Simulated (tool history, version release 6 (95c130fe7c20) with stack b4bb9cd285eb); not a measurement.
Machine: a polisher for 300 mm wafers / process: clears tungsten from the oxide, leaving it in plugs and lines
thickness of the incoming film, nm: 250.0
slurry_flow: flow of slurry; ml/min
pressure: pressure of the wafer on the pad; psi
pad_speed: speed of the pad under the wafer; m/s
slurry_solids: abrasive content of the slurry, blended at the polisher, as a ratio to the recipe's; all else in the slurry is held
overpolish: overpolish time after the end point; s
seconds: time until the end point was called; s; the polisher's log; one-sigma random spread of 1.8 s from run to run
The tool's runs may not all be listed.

run,hour,slurry_flow,pressure,pad_speed,slurry_solids,overpolish,seconds
1,0.0,130,3.3,1.20,1.0,8,58.574
2,7.8,130,3.3,1.20,1.2,8,56.003
3,11.8,130,3.3,1.08,1.2,8,62.636
4,17.1,145,3.3,1.08,1.2,8,64.281
5,18.8,145,3.2,1.08,1.2,8,62.917
6,20.7,145,3.0,1.06,1.2,8,67.499
# hour 21.9: slurry blender recalibrated
7,21.9,145,2.9,1.04,1.2,8,68.948

Run 8 is up next; what results do you expect?
8,29.3,145,2.8,1.02,1.2,8,?

{"run 8": {"seconds": 73.547}}

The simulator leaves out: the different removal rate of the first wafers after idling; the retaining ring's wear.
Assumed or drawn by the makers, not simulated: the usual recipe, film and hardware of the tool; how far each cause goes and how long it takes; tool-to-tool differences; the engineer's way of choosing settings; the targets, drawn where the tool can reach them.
